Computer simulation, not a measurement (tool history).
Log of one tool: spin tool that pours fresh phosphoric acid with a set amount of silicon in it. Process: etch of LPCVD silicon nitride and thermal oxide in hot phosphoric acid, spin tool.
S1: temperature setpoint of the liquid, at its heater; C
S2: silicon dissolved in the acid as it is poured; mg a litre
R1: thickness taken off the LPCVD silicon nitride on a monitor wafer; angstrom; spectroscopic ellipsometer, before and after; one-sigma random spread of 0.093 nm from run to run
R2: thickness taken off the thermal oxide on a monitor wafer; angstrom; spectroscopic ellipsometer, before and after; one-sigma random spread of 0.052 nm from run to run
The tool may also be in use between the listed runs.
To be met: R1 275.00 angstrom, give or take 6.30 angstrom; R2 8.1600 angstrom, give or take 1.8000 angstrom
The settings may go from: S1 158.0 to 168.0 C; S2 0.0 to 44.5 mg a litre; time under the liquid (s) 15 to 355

Run 1, hour 0.0: S1 163.0 C, S2 19.5 mg a litre, time under the liquid (s) 180. Result: R1 175.70 angstrom, R2 3.9812 angstrom.
Run 2, hour 2.1: S1 163.0 C, S2 25.0 mg a litre, time under the liquid (s) 180. Result: R1 175.04 angstrom, R2 3.5402 angstrom.
Run 3, hour 7.1: S1 164.5 C, S2 22.0 mg a litre, time under the liquid (s) 200. Result: R1 206.16 angstrom, R2 5.1092 angstrom.
Run 4, hour 8.8: S1 164.5 C, S2 26.0 mg a litre, time under the liquid (s) 200. Result: R1 205.54 angstrom, R2 4.4841 angstrom.
Run 5, hour 13.9: S1 165.5 C, S2 24.5 mg a litre, time under the liquid (s) 215. Result: R1 228.16 angstrom, R2 5.0726 angstrom.
Run 6, hour 16.9: S1 166.0 C, S2 21.5 mg a litre, time under the liquid (s) 225. Result: R1 242.62 angstrom, R2 5.9444 angstrom.
Run 7, hour 25.8: S1 166.0 C, S2 21.5 mg a litre, time under the liquid (s) 225. Result: R1 242.00 angstrom, R2 5.9874 angstrom.
Run 8, hour 34.1: S1 166.5 C, S2 19.5 mg a litre, time under the liquid (s) 230. Result: R1 250.83 angstrom, R2 7.2814 angstrom.
Run 9, hour 37.7: S1 167.0 C, S2 20.0 mg a litre, time under the liquid (s) 235. Result: R1 261.60 angstrom, R2 7.5145 angstrom.

4 candidate next runs follow, results not yet known. Just one meets every target within its allowed miss. Identify it.
Run A, hour 41.3: S1 164.5 C, S2 27.0 mg a litre, time under the liquid (s) 265. Result: R1 ?, R2 ?.
Run B, hour 41.3: S1 166.5 C, S2 16.5 mg a litre, time under the liquid (s) 250. Result: R1 ?, R2 ?.
Run C, hour 41.3: S1 168.0 C, S2 11.5 mg a litre, time under the liquid (s) 220. Result: R1 ?, R2 ?.
Run D, hour 41.3: S1 166.5 C, S2 17.0 mg a litre, time under the liquid (s) 235. Result: R1 ?, R2 ?.

move      R1      R2
   A  270.86  5.2249
   B  272.82  7.8312
   C  252.07  8.6703
   D  256.45  7.2658
A: brings the last run's worst result on target, with another outside its allowed miss
B: meets every target
C: the biggest miss grows against the last run
D: the biggest miss grows against the last run
Correct choice: B, which meets every target
